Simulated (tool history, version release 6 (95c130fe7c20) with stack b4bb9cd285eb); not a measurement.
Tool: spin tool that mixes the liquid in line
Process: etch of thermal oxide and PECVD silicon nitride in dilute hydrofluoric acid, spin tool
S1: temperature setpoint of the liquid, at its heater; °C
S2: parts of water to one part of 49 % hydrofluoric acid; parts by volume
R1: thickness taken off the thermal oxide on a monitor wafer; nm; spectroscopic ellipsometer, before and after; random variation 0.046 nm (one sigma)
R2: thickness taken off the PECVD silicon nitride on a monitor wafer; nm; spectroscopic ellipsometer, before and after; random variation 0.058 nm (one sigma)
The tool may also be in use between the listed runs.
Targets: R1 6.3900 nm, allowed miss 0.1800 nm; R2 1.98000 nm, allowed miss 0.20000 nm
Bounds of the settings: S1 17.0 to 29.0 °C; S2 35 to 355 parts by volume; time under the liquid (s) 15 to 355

{"run": 1, "day": 0.0, "S1": 21.0, "S2": 195, "time under the liquid (s)": 180, "R1": 3.2104, "R2": 1.192}
{"run": 2, "day": 0.138, "S1": 21.0, "S2": 170, "time under the liquid (s)": 175, "R1": 3.656, "R2": 1.2909}
{"run": 3, "day": 0.379, "S1": 18.5, "S2": 170, "time under the liquid (s)": 175, "R1": 3.2814, "R2": 1.0978}
{"run": 4, "day": 0.6, "S1": 18.5, "S2": 170, "time under the liquid (s)": 100, "R1": 1.88, "R2": 0.65005}
{"run": 5, "day": 0.662, "S1": 20.0, "S2": 140, "time under the liquid (s)": 105, "R1": 2.621, "R2": 0.96501}
{"run": 6, "day": 0.858, "S1": 20.0, "S2": 115, "time under the liquid (s)": 110, "R1": 3.3906, "R2": 1.2012}
{"run": 7, "day": 1.071, "S1": 22.0, "S2": 35, "time under the liquid (s)": 100, "R1": 12.335, "R2": 3.844}
{"run": 8, "day": 1.296, "S1": 21.0, "S2": 40, "time under the liquid (s)": 100, "R1": 10.262, "R2": 3.2003}
{"day": 1.392, "done": "thermometer replaced"}
{"run": 9, "day": 1.392, "S1": 20.0, "S2": 45, "time under the liquid (s)": 100, "R1": 9.3028, "R2": 2.9465}

4 next moves are on the table. One of them brings every result within its allowed miss. Which?
{"run": "A", "day": 1.488, "S1": 24.5, "S2": 75, "time under the liquid (s)": 80, "R1": "?", "R2": "?"}
{"run": "B", "day": 1.488, "S1": 17.0, "S2": 35, "time under the liquid (s)": 75, "R1": "?", "R2": "?"}
{"run": "C", "day": 1.488, "S1": 20.5, "S2": 55, "time under the liquid (s)": 90, "R1": "?", "R2": "?"}
{"run": "D", "day": 1.488, "S1": 19.0, "S2": 75, "time under the liquid (s)": 125, "R1": "?", "R2": "?"}

move=A R1=5.1428 R2=1.91860
move=B R1=7.9108 R2=2.25200
move=C R1=6.8611 R2=2.23060
move=D R1=6.4084 R2=2.06430
A: takes the result that was furthest off past its target
B: nearer than the last run, and not there yet
C: nearer than the last run, and not there yet
D: meets every target
Answer: D
